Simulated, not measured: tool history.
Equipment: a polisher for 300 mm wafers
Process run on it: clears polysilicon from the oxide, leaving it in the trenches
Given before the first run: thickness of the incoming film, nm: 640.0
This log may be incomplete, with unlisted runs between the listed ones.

run,hour,flow of slurry (ml/min),pressure of the wafer on the pad (psi),speed of the pad under the wafer (m/s),overpolish time after the end point (s),time until the end point was called (s),dishing of a wide line in a test structure (angstrom)
1,0,295,1.9,0.82,16,85.649,467.88
2,7.4,295,2,0.82,13,79.483,444.69
3,11.1,295,2.2,0.78,11,77.328,426.59
4,11.7,305,2.4,0.72,9,73.731,405.52
5,12.7,350,2.6,0.66,8,71.607,371.39
6,19.2,350,2.6,0.84,8,59.787,424.19
7,24.7,385,2.7,0.76,7,61.87,400.07
8,32.5,410,2.8,0.7,6,61.597,358.97
9,37.7,425,2.8,0.68,6,63.861,351.36
10,43.8,435,2.8,0.64,6,67.126,342.8
11,46,445,2.9,0.62,6,67.341,350.5
12,49.6,450,2.9,0.62,6,66.745,350.61
13,57.2,455,2.9,0.6,6,67.817,353.84
14,57.8,370,2.9,0.7,5,60.273,319.75

Run 15 has not been measured yet. What should we expect?
15,58.8,365,2.7,0.7,6,?,?

Logged for run 15: time until the end point was called (s) 65.376, dishing of a wide line in a test structure (angstrom) 356.09.
